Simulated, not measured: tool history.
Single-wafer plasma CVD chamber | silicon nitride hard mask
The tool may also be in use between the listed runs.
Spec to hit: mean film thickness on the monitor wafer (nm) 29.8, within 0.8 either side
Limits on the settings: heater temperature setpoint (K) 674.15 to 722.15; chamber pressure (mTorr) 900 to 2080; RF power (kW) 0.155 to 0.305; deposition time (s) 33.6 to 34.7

run  hour  heater temperature setpoint (K)  chamber pressure (mTorr)  RF power (kW)  deposition time (s)  mean film thickness on the monitor wafer (nm)
  1     0                           698.15                      1490           0.23                 33.6                                         31.694
  2   3.5                           698.15                      1470           0.23                 33.6                                         31.427
  3   4.6                           698.15                      1450           0.23                 33.6                                         31.388
  4    12                           698.15                      1610           0.23                 33.6                                         32.899
  5  18.9                           698.15                      1570           0.23                 33.6                                         32.263
  6  25.6                           698.15                      1540           0.23                 33.6                                         32.109
  7  28.3                           698.15                      1510           0.23                 33.6                                         32.129
  8    30                           698.15                      1480           0.23                 33.6                                         31.805
     33.8  -- RF generator calibrated
  9  33.8                           698.15                      1450           0.23                 33.6                                         32.644
 10    35                           698.15                      1460          0.225                 33.6                                         32.348
 11  43.6                           699.15                      1400          0.235                 33.6                                         33.102
 12  51.3                           698.15                      1400           0.23                 33.6                                         32.274
 13    54                           698.15                      1400          0.225                 33.6                                         31.769
 14  59.6                           698.15                      1180          0.215                 33.6                                         28.475
 15  64.4                           698.15                      1200          0.215                 33.6                                          28.85

Next run, 4 choices. One meets every target within its allowed miss, the rest don't. Which?
  A  69.2                           702.15                      1000          0.225                 33.9                                              ?
  B  69.2                           692.15                      1060          0.245                 33.9                                              ?
  C  69.2                           697.15                      1150           0.21                 33.6                                              ?
  D  69.2                           697.15                      1450           0.21                 34.2                                              ?

move  mean film thickness on the monitor wafer (nm)
   A                                         27.384
   B                                          29.98
   C                                         28.041
   D                                         31.593
A: the biggest miss grows against the last run
B: in spec on every target
C: the biggest miss grows against the last run
D: takes the result that was furthest off past its target
The move that meets every target is B.
